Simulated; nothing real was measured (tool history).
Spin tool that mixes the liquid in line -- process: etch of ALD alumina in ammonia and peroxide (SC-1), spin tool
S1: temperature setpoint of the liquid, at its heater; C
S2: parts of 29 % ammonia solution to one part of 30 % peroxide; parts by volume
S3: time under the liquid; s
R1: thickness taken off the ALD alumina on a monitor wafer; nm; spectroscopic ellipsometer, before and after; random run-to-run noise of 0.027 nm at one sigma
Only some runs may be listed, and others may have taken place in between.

| run | hour | S1 | S2 | S3 | R1 |
|---|---|---|---|---|---|
| 1 | 0.0 | 47.0 | 0.70 | 85 | 5.1613 |
| 2 | 6.0 | 48.0 | 0.70 | 85 | 5.4978 |
| 3 | 10.6 | 48.0 | 0.70 | 85 | 5.5497 |
| 4 | 19.4 | 49.0 | 0.70 | 85 | 5.8030 |
| 5 | 27.7 | 49.0 | 0.45 | 85 | 5.5777 |
| 6 | 33.2 | 49.0 | 0.45 | 65 | 4.2486 |
| 7 | 42.0 | 51.0 | 0.45 | 65 | 4.7302 |
| 8 | 43.4 | 53.0 | 0.45 | 65 | 5.2910 |
| 9 | 50.5 | 54.5 | 0.45 | 65 | 5.7105 |

What does the tool deliver on the next run?
| 10 | 55.7 | 55.5 | 0.45 | 65 | ? |

{"run 10": {"R1": 6.0122}}

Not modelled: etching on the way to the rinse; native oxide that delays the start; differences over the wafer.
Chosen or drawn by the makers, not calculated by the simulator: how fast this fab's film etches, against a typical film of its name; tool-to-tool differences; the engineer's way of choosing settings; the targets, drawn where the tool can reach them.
